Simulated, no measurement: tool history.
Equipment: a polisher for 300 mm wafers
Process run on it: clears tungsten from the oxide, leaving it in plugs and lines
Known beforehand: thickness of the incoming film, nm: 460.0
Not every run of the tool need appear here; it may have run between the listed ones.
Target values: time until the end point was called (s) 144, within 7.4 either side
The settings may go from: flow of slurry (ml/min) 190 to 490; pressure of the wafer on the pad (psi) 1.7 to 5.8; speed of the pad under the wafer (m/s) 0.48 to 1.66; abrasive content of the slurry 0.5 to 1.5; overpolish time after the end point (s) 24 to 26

run,day,flow of slurry (ml/min),pressure of the wafer on the pad (psi),speed of the pad under the wafer (m/s),abrasive content of the slurry,overpolish time after the end point (s),time until the end point was called (s)
1,0,315,3.7,1.06,1,24,89.73
2,0.325,315,3.7,1.06,0.8,24,94.517
3,0.588,315,3.7,1.06,0.8,26,93.256
4,0.892,315,3.3,1.04,0.8,26,106.9
5,0.988,265,3.3,1.04,0.8,26,109.33
6,1.038,265,3,1.04,0.8,26,116.94
7,1.25,265,2.8,1.04,0.8,26,125.2
8,1.367,265,2.7,1.04,0.8,26,127.43
9,1.721,265,2.6,1.04,0.8,26,126.9
10,1.983,265,2.5,1.04,0.8,26,134.25

Pick the move, out of 5, that brings all results within their allowed miss; only one does.
A,2.246,290,2.3,1.14,0.75,24,?
B,2.246,245,2.6,1.08,0.85,24,?
C,2.246,295,2.9,0.84,0.8,26,?
D,2.246,265,2.5,1.1,0.7,26,?
E,2.246,260,2.8,1,1,25,?

move,time until the end point was called (s)
A,133.98
B,126.78
C,147.02
D,133.36
E,122.8
A: roughly where the last run was
B: its largest miss is bigger than the last run's
C: every result within its allowed miss
D: its largest miss is bigger than the last run's
E: its largest miss is bigger than the last run's
The right move is C.
